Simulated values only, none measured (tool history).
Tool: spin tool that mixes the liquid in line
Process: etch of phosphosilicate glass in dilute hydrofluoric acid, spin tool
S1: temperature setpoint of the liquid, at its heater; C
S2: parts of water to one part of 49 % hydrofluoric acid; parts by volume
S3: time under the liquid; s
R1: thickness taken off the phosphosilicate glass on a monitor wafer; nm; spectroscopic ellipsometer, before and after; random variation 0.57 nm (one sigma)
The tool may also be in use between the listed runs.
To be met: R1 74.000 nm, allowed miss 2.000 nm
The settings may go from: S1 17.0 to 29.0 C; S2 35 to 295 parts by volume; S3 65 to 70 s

| run | hour | S1 | S2 | S3 | R1 |
|---|---|---|---|---|---|
| 1 | 0.0 | 21.0 | 165 | 65 | 61.334 |
| 2 | 2.9 | 22.0 | 165 | 65 | 64.112 |
| 3 | 6.0 | 23.0 | 165 | 65 | 67.011 |
| 4 | 8.4 | 23.0 | 220 | 65 | 47.531 |
| 5 | 16.6 | 20.5 | 220 | 65 | 42.709 |
| 6 | 17.3 | 20.5 | 220 | 65 | 42.802 |
| 7 | 18.1 | 24.5 | 180 | 65 | 62.592 |
| 8 | 23.0 | 25.5 | 180 | 65 | 65.536 |
| 9 | 24.1 | 26.5 | 180 | 65 | 68.588 |

5 next moves are on the table. One of them brings every result within its allowed miss. Which?
| A | 25.2 | 26.0 | 165 | 65 | ? |
| B | 25.2 | 25.5 | 185 | 70 | ? |
| C | 25.2 | 27.0 | 190 | 65 | ? |
| D | 25.2 | 25.0 | 185 | 65 | ? |
| E | 25.2 | 25.5 | 180 | 65 | ? |

| move | R1 |
|---|---|
| A | 74.270 |
| B | 68.437 |
| C | 64.971 |
| D | 62.389 |
| E | 65.685 |
A: meets every target
B: as far off as the last run
C: further off than the last run
D: further off than the last run
E: further off than the last run
The right move is A.
